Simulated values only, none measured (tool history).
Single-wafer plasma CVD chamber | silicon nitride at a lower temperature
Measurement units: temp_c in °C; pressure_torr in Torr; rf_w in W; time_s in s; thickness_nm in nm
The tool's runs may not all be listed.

run,hour,temp_c,pressure_torr,rf_w,time_s,thickness_nm
1,0.0,350,1.26,235,45.2,41.614
2,3.8,350,1.26,250,45.2,43.415
3,4.4,354,1.26,250,45.2,43.756
4,5.6,354,1.32,255,45.2,44.772
5,6.9,354,1.13,255,45.2,42.755
6,10.7,354,1.21,260,45.2,44.111

What does the tool deliver on the next run?
7,13.4,354,1.28,265,45.2,?

{"run 7": {"thickness_nm": 45.546}}
